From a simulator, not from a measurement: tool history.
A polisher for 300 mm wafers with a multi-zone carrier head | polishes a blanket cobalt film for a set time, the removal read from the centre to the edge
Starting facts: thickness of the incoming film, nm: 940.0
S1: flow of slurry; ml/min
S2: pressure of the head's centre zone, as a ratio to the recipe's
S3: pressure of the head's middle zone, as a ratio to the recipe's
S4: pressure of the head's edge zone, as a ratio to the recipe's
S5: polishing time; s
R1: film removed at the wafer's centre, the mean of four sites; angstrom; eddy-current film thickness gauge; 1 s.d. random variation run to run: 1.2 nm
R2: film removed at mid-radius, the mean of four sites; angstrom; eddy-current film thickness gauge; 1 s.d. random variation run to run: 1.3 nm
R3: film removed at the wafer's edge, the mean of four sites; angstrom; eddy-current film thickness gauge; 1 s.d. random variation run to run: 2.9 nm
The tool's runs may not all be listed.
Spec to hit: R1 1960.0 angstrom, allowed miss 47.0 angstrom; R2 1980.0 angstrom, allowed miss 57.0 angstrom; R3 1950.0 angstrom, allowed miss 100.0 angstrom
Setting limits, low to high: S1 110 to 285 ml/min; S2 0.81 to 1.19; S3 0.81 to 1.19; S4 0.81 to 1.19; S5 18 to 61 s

run 1 hour=0.0 | S1=180 S2=1.00 S3=1.00 S4=1.00 S5=39 | R1=2962.5 R2=3019.2 R3=3089.8
run 2 hour=4.8 | S1=180 S2=1.03 S3=1.00 S4=1.00 S5=39 | R1=3100.8 R2=3060.8 R3=3036.0
run 3 hour=12.3 | S1=175 S2=1.01 S3=0.99 S4=0.96 S5=35 | R1=2733.1 R2=2703.3 R3=2682.8
run 4 hour=15.0 | S1=170 S2=0.99 S3=0.98 S4=0.93 S5=32 | R1=2442.5 R2=2418.1 R3=2477.9
run 5 hour=16.6 | S1=170 S2=1.07 S3=0.98 S4=0.93 S5=32 | R1=2617.2 R2=2439.2 R3=2426.7
run 6 hour=17.6 | S1=170 S2=1.07 S3=0.98 S4=0.93 S5=37 | R1=3053.8 R2=2797.9 R3=2847.6
run 7 hour=23.1 | S1=180 S2=1.04 S3=0.98 S4=0.92 S5=33 | R1=2619.5 R2=2488.1 R3=2508.8
run 8 hour=30.8 | S1=180 S2=1.02 S3=0.98 S4=0.90 S5=31 | R1=2455.4 R2=2362.5 R3=2351.8
run 9 hour=37.1 | S1=195 S2=1.00 S3=0.97 S4=0.89 S5=29 | R1=2249.5 R2=2206.8 R3=2177.4
run 10 hour=44.3 | S1=195 S2=1.00 S3=0.97 S4=0.89 S5=29 | R1=2265.8 R2=2228.9 R3=2197.8
run 11 hour=45.2 | S1=195 S2=1.00 S3=0.97 S4=0.89 S5=29 | R1=2270.0 R2=2211.3 R3=2173.0
run 12 hour=53.8 | S1=205 S2=0.97 S3=0.96 S4=0.87 S5=29 | R1=2208.1 R2=2182.8 R3=2168.6
run 13 hour=62.3 | S1=215 S2=0.96 S3=0.95 S4=0.86 S5=28 | R1=2094.7 R2=2134.2 R3=2135.9
run 14 hour=71.2 | S1=210 S2=0.96 S3=0.95 S4=0.85 S5=27 | R1=2036.2 R2=2039.6 R3=2053.2
run 15 hour=74.2 | S1=210 S2=0.96 S3=0.95 S4=0.84 S5=27 | R1=2045.0 R2=2051.9 R3=2027.4
run 16 hour=75.6 | S1=210 S2=0.96 S3=0.95 S4=0.83 S5=27 | R1=2018.6 R2=2022.4 R3=1967.2

4 candidate next runs follow, results not yet known. Just one meets every target within its allowed miss. Identify it.
run A hour=77.0 | S1=190 S2=0.98 S3=0.98 S4=0.88 S5=26 | R1=? R2=? R3=?
run B hour=77.0 | S1=220 S2=0.92 S3=0.93 S4=0.87 S5=29 | R1=? R2=? R3=?
run C hour=77.0 | S1=260 S2=0.94 S3=0.93 S4=0.95 S5=28 | R1=? R2=? R3=?
run D hour=77.0 | S1=270 S2=0.97 S3=1.03 S4=0.90 S5=25 | R1=? R2=? R3=?

move=A R1=1977.7 R2=1984.4 R3=1981.4
move=B R1=2106.1 R2=2152.8 R3=2229.7
move=C R1=2117.2 R2=2113.1 R3=2240.6
move=D R1=1960.3 R2=2063.1 R3=1969.2
A: every result lands within tolerance
B: misses by more than the last run did
C: misses by more than the last run did
D: the furthest-off result lands on target, but another misses its tolerance
So the answer is move A, the one that meets all the targets.
